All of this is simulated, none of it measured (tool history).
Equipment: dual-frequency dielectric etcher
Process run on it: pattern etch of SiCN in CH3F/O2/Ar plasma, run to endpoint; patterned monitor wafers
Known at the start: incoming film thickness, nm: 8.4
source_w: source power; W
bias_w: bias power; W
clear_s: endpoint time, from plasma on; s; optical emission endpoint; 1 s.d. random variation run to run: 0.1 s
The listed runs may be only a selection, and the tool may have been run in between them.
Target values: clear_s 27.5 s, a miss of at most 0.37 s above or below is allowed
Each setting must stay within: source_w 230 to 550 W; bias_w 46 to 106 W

run,hour,source_w,bias_w,clear_s
1,0,390,76,23.103
2,0.7,390,82,22.385
3,6.9,390,90,22.02
4,8,350,90,22.882
5,16.8,350,103,22.202
6,23.1,340,99,22.42
7,28.3,330,95,23.124
8,29,320,93,23.463

Of the 5 settings listed for the next run, only one would bring every result within its allowed miss of target. Which one?
A,29.7,540,106,?
B,29.7,230,81,?
C,29.7,230,76,?
D,29.7,230,74,?
E,29.7,250,84,?

move,clear_s
A,18.6
B,27.523
C,28.025
D,28.234
E,26.42
A: lands further from the targets than the last run did
B: in spec on every target
C: pushes the last run's worst result past its target
D: pushes the last run's worst result past its target
E: closes in on the targets versus the last run, not all within tolerance yet
So the answer is move B, the one that meets all the targets.
